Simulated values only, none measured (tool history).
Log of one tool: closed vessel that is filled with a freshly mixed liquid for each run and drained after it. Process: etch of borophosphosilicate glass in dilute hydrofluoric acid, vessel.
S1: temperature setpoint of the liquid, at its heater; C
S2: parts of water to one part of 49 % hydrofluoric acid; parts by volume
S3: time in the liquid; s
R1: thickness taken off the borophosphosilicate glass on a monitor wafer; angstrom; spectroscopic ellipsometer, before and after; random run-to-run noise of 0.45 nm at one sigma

run,day,S1,S2,S3,R1
1,0.000,25.0,170,250,542.85
2,0.179,25.0,170,250,542.46
3,0.500,25.0,170,270,588.22
4,0.850,27.0,170,270,630.11
5,0.946,27.0,170,250,583.54
6,1.117,27.0,170,270,631.06
7,1.225,27.0,170,270,633.23
8,1.442,27.0,170,270,629.02
9,1.508,28.5,150,270,776.80
10,1.675,29.5,135,270,912.19
11,1.700,33.0,90,270,1651.70

Expected results for the next run?
12,1.933,33.0,90,270,?

Run 12 produced R1 1653.80 angstrom.

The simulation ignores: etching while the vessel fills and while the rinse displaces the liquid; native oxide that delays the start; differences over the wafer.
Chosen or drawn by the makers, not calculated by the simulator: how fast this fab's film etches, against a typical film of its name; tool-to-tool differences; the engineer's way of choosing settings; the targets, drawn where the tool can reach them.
